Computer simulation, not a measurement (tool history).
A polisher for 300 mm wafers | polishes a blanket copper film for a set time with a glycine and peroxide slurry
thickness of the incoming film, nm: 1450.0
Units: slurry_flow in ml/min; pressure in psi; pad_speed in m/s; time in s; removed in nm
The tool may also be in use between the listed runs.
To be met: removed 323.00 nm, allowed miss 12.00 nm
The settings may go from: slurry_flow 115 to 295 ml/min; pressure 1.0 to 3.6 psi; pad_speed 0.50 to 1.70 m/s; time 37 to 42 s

run  hour  slurry_flow  pressure  pad_speed  time  removed
  1   0.0          190       2.3       1.10    42   193.15
  2   0.7          190       2.7       1.10    42   208.47
  3   2.9          195       2.9       1.18    42   234.35
  4  10.5          195       2.9       1.18    42   234.03
  5  17.5          195       2.9       0.94    42   196.28
  6  21.7          195       2.6       0.94    42   177.32
  7  23.8          195       2.8       1.04    42   208.24
  8  27.7          200       3.0       1.10    42   221.46

5 next moves are on the table. One of them brings every result within its allowed miss. Which?
  A  31.6          235       2.2       0.84    37        ?
  B  31.6          200       3.3       1.32    42        ?
  C  31.6          220       2.8       0.88    37        ?
  D  31.6          170       3.2       1.36    39        ?
  E  31.6          225       3.4       1.48    42        ?

move  removed
   A   135.75
   B   279.24
   C   159.82
   D   255.33
   E   319.34
A: further off than the last run
B: nearer than the last run, and not there yet
C: further off than the last run
D: nearer than the last run, and not there yet
E: meets every target
The right move is E.
